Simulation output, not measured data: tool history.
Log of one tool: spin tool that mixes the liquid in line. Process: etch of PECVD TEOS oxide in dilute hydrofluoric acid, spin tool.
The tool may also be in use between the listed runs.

| run | hour | temperature setpoint of the liquid (C) | parts of water to one part of 49 % hydrofluoric acid (parts by volume) | time under the liquid (s) | thickness taken off the PECVD TEOS oxide on a monitor wafer (angstrom) |
|---|---|---|---|---|---|
| 1 | 0 | 21 | 105 | 260 | 306.77 |
| 2 | 2.1 | 23.5 | 105 | 260 | 334.19 |
| 3 | 3 | 25 | 95 | 260 | 400.96 |
| 4 | 5.2 | 26.5 | 90 | 260 | 455.09 |
| 5 | 9.3 | 26.5 | 90 | 280 | 492.73 |
| 6 | 18.1 | 26.5 | 105 | 280 | 415.16 |
| 7 | 22.2 | 29 | 80 | 280 | 609.5 |

Forecast run 8:
| 8 | 27.9 | 28.5 | 80 | 280 | ? |

Run 8 gave thickness taken off the PECVD TEOS oxide on a monitor wafer (angstrom) 602.56.
